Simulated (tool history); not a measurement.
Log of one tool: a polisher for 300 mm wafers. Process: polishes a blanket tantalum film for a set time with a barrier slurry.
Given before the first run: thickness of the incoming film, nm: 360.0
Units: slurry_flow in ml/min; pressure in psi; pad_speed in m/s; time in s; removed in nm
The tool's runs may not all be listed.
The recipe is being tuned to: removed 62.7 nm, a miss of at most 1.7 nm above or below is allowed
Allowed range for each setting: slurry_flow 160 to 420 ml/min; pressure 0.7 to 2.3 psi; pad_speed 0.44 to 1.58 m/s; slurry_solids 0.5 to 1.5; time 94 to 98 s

run    day  slurry_flow  pressure  pad_speed  slurry_solids  time  removed
  1      0          270       1.5          1              1    94   103.15
  2  0.183          270       1.5          1              1    98   108.89
  3  0.275          270       1.4          1              1    98   101.41
  4  0.329          270       1.3          1              1    98    95.74
  5  0.658          270       1.5          1              1    98   108.44
  6      1          270       1.5          1              1    98   107.84
  7  1.029          270       1.4          1              1    98   100.62
  8  1.371          270       1.3          1              1    98   93.797
  9  1.446          270       1.2          1              1    98    87.55
 10  1.554          270       1.1          1              1    98   80.395

Next run, 4 choices. One meets every target within its allowed miss, the rest don't. Which?
  A  1.662          240       1.5        0.6           1.05    94        ?
  B  1.662          275       1.2       0.82           1.05    95        ?
  C  1.662          270       1.2       1.08              1    98        ?
  D  1.662          260       1.2       1.24           1.05    98        ?

move  removed
   A    63.64
   B   71.809
   C   95.615
   D   109.95
A: in spec on every target
B: gains on the last run, yet a result remains outside its allowed miss
C: its largest miss is bigger than the last run's
D: its largest miss is bigger than the last run's
Correct choice: A, which meets every target

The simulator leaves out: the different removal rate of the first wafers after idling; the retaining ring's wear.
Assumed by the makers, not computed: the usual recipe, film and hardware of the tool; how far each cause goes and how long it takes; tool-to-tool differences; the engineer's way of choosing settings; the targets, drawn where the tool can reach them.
